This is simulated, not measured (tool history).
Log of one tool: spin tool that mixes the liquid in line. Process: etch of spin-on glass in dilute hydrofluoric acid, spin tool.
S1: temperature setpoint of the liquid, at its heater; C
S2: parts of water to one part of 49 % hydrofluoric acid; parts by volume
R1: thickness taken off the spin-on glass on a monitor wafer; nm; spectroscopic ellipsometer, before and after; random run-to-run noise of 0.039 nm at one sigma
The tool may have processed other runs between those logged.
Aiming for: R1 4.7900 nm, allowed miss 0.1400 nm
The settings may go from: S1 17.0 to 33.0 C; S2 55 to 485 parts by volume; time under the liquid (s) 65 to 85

{"run": 1, "day": 0.0, "S1": 25.0, "S2": 270, "time under the liquid (s)": 85, "R1": 8.2827}
{"run": 2, "day": 0.254, "S1": 22.5, "S2": 290, "time under the liquid (s)": 85, "R1": 6.8877}
{"run": 3, "day": 0.408, "S1": 22.5, "S2": 290, "time under the liquid (s)": 85, "R1": 6.9008}
{"run": 4, "day": 0.758, "S1": 22.5, "S2": 290, "time under the liquid (s)": 85, "R1": 7.0398}
{"run": 5, "day": 1.1, "S1": 22.5, "S2": 290, "time under the liquid (s)": 85, "R1": 6.9369}
{"run": 6, "day": 1.367, "S1": 21.0, "S2": 305, "time under the liquid (s)": 85, "R1": 6.2126}
{"run": 7, "day": 1.396, "S1": 20.0, "S2": 315, "time under the liquid (s)": 85, "R1": 5.8245}
{"run": 8, "day": 1.708, "S1": 19.0, "S2": 325, "time under the liquid (s)": 85, "R1": 5.3331}

Next run, 5 choices. One meets every target within its allowed miss, the rest don't. Which?
{"run": "A", "day": 2.021, "S1": 20.0, "S2": 385, "time under the liquid (s)": 85, "R1": "?"}
{"run": "B", "day": 2.021, "S1": 18.5, "S2": 275, "time under the liquid (s)": 85, "R1": "?"}
{"run": "C", "day": 2.021, "S1": 18.5, "S2": 295, "time under the liquid (s)": 85, "R1": "?"}
{"run": "D", "day": 2.021, "S1": 24.5, "S2": 335, "time under the liquid (s)": 65, "R1": "?"}
{"run": "E", "day": 2.021, "S1": 20.5, "S2": 310, "time under the liquid (s)": 85, "R1": "?"}

move=A R1=4.4260
move=B R1=6.4487
move=C R1=5.9072
move=D R1=4.7474
move=E R1=5.9699
A: pushes the last run's worst result past its target
B: its largest miss is bigger than the last run's
C: its largest miss is bigger than the last run's
D: all results land within tolerance of their targets
E: its largest miss is bigger than the last run's
So the answer is move D, the one that meets all the targets.
